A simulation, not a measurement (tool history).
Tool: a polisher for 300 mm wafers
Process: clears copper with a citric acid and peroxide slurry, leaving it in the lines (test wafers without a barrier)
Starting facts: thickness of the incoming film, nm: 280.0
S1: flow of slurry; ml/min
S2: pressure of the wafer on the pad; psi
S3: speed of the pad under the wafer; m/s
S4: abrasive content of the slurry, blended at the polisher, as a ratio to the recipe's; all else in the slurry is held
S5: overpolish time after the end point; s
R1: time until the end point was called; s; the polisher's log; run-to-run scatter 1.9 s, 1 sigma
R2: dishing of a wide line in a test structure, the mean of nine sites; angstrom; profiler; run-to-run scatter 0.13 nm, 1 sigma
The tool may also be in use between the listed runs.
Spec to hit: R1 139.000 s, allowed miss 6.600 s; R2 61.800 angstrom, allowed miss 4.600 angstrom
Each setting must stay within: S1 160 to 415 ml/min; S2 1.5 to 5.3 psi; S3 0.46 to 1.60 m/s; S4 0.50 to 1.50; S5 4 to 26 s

run,hour,S1,S2,S3,S4,S5,R1,R2
1,0.0,265,3.4,1.02,1.00,13,101.380,260.220
2,6.1,265,3.4,1.02,1.10,13,98.075,262.990
3,10.9,265,3.7,1.02,1.10,13,91.978,276.400
4,13.4,265,3.7,1.02,0.90,13,95.515,265.500
5,20.8,245,3.8,0.90,0.80,11,105.830,216.700
6,24.3,280,3.4,0.92,0.75,10,115.250,179.050
7,29.7,310,3.0,0.98,0.70,9,120.210,158.070
8,35.6,310,3.0,0.98,0.70,9,121.410,150.970
9,42.9,330,2.7,1.02,0.65,8,132.020,126.980
10,45.5,405,1.7,1.30,0.50,4,160.240,53.564
11,52.6,405,1.8,1.32,0.50,4,148.880,58.719
12,60.0,405,1.8,1.32,0.50,4,146.010,59.030

Which one of the following 4 next-run settings gets every result inside its allowed miss? There is exactly one.
A,67.4,415,1.7,1.30,0.55,4,?,?
B,67.4,415,1.8,1.56,0.65,4,?,?
C,67.4,415,1.9,1.16,0.55,4,?,?
D,67.4,415,2.1,1.20,0.55,4,?,?

move,R1,R2
A,153.600,56.289
B,122.890,69.964
C,154.860,55.897
D,139.350,62.014
A: misses by more than the last run did
B: takes the biggest miss from the last run beyond its target
C: misses by more than the last run did
D: every result within its allowed miss
Move D is the one to make.
